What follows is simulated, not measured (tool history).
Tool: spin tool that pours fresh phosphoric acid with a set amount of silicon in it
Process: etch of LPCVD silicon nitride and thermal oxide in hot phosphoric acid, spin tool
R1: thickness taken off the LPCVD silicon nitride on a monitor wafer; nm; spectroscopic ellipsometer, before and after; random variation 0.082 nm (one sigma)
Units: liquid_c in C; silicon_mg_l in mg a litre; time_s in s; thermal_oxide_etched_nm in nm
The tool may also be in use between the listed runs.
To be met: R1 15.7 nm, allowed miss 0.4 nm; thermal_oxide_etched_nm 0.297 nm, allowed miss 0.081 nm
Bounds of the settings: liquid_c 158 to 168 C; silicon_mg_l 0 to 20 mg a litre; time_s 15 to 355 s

Run 1, hour 0: liquid_c 163 C, silicon_mg_l 9 mg a litre, time_s 180 s. Result: R1 20.853 nm, thermal_oxide_etched_nm 0.55066 nm.
Run 2, hour 6.5: liquid_c 163 C, silicon_mg_l 5 mg a litre, time_s 180 s. Result: R1 20.887 nm, thermal_oxide_etched_nm 0.50328 nm.
Run 3, hour 9.9: liquid_c 163 C, silicon_mg_l 0.5 mg a litre, time_s 180 s. Result: R1 20.758 nm, thermal_oxide_etched_nm 0.69791 nm.
Run 4, hour 16.1: liquid_c 161.5 C, silicon_mg_l 3.5 mg a litre, time_s 170 s. Result: R1 18.7 nm, thermal_oxide_etched_nm 0.44608 nm.
Run 5, hour 19.3: liquid_c 161.5 C, silicon_mg_l 3.5 mg a litre, time_s 200 s. Result: R1 21.893 nm, thermal_oxide_etched_nm 0.58065 nm.
Run 6, hour 25.3: liquid_c 160.5 C, silicon_mg_l 4 mg a litre, time_s 185 s. Result: R1 19.628 nm, thermal_oxide_etched_nm 0.47031 nm.
Run 7, hour 33.5: liquid_c 158 C, silicon_mg_l 7 mg a litre, time_s 150 s. Result: R1 14.666 nm, thermal_oxide_etched_nm 0.30469 nm.
Run 8, hour 34.9: liquid_c 158.5 C, silicon_mg_l 8.5 mg a litre, time_s 150 s. Result: R1 14.762 nm, thermal_oxide_etched_nm 0.30077 nm.
Run 9, hour 41.4: liquid_c 159.5 C, silicon_mg_l 12.5 mg a litre, time_s 160 s. Result: R1 16.487 nm, thermal_oxide_etched_nm 0.35168 nm.
Run 10, hour 44.2: liquid_c 159 C, silicon_mg_l 13 mg a litre, time_s 160 s. Result: R1 16.174 nm, thermal_oxide_etched_nm 0.29087 nm.
Run 11, hour 51.2: liquid_c 159 C, silicon_mg_l 12.5 mg a litre, time_s 160 s. Result: R1 16.109 nm, thermal_oxide_etched_nm 0.33692 nm.

5 next moves are on the table. One of them brings every result within its allowed miss. Which?
Run A, hour 58.2: liquid_c 159.5 C, silicon_mg_l 11 mg a litre, time_s 170 s. Result: R1 ?, thermal_oxide_etched_nm ?.
Run B, hour 58.2: liquid_c 159.5 C, silicon_mg_l 11.5 mg a litre, time_s 140 s. Result: R1 ?, thermal_oxide_etched_nm ?.
Run C, hour 58.2: liquid_c 166.5 C, silicon_mg_l 5.5 mg a litre, time_s 115 s. Result: R1 ?, thermal_oxide_etched_nm ?.
Run D, hour 58.2: liquid_c 160 C, silicon_mg_l 15.5 mg a litre, time_s 150 s. Result: R1 ?, thermal_oxide_etched_nm ?.
Run E, hour 58.2: liquid_c 160 C, silicon_mg_l 14 mg a litre, time_s 140 s. Result: R1 ?, thermal_oxide_etched_nm ?.

move      R1  thermal_oxide_etched_nm
   A  17.483                  0.37452
   B  14.398                  0.30492
   C  14.913                   0.4754
   D  15.688                  0.30787
   E  14.642                  0.29826
A: further off than the last run
B: takes the result that was furthest off past its target
C: takes the result that was furthest off past its target
D: meets every target
E: takes the result that was furthest off past its target
The right move is D.
